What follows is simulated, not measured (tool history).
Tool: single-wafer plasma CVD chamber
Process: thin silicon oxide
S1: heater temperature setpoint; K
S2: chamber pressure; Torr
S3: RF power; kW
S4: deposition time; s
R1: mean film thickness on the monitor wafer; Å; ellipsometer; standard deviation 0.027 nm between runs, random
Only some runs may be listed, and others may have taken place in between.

run	hour	S1	S2	S3	S4	R1
1	0.0	693.15	0.656	0.295	5.11	72.250
2	0.5	693.15	0.610	0.295	5.10	66.806
3	2.5	693.15	0.682	0.295	5.10	75.033
4	8.4	693.15	0.682	0.295	4.88	72.259
5	17.4	693.15	0.792	0.295	4.88	81.899
6	26.2	693.15	0.792	0.280	4.88	79.347

Estimate the outcome of run 7 from the log above:
7	32.7	693.15	0.710	0.275	4.88	?

R1: 72.102 Å
